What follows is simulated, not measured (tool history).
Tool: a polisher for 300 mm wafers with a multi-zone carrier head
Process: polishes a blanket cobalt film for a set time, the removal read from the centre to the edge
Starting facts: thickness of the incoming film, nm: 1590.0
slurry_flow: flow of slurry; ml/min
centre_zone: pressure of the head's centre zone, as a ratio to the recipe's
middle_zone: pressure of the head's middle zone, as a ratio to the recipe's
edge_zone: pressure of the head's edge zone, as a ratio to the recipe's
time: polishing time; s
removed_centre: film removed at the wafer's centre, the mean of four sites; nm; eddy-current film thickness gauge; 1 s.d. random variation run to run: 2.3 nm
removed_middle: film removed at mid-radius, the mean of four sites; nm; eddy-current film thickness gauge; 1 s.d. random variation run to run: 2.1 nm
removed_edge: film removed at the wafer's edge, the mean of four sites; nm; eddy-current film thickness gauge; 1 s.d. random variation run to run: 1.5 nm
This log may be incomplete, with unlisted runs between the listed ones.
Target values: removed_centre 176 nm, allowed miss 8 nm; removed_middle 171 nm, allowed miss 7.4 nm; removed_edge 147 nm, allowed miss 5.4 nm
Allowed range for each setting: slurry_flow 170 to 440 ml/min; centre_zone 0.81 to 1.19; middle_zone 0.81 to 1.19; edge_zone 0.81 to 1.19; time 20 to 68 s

run	day	slurry_flow	centre_zone	middle_zone	edge_zone	time	removed_centre	removed_middle	removed_edge
1	0	280	1	1	1	44	204.59	184.16	184.45
2	0.15	280	1	1	1.07	44	201.68	181.72	190.43
3	0.383	280	1	1.01	1.04	43	197.98	178.69	179.71
4	0.462	280	1	1.01	1.04	53	244.99	223.01	225.25
5	0.512	280	1	1.01	1.04	49	228.18	201.01	209.25
6	0.842	280	1	1.01	1.07	49	227.58	206.84	214.14
7	0.967	295	0.97	1.11	0.97	37	165.24	168.12	155.5
8	1.158	295	0.98	1.12	0.96	37	171.62	169.04	154.49
9	1.183	295	0.98	1.13	0.95	37	167.77	173.23	149.8

Exercise: of the 5 proposed moves below, exactly one satisfies all targets within the stated allowed misses. Which move is it?
A	1.208	300	0.98	1.09	0.97	39	?	?	?
B	1.208	335	0.95	1.18	0.95	35	?	?	?
C	1.208	280	1.04	1.08	1	38	?	?	?
D	1.208	265	0.97	1.16	1	36	?	?	?
E	1.208	245	1.05	1.14	0.9	37	?	?	?

move	removed_centre	removed_middle	removed_edge
A	176.1	173.91	166.27
B	155.65	168.85	148.74
C	179.38	166.89	163.53
D	158.9	167.17	154.06
E	173.32	167.69	149.7
A: corrects the largest miss of the last run, while another result sits out of spec
B: misses by more than the last run did
C: corrects the largest miss of the last run, while another result sits out of spec
D: misses by more than the last run did
E: every result within its allowed miss
The move that meets every target is E.

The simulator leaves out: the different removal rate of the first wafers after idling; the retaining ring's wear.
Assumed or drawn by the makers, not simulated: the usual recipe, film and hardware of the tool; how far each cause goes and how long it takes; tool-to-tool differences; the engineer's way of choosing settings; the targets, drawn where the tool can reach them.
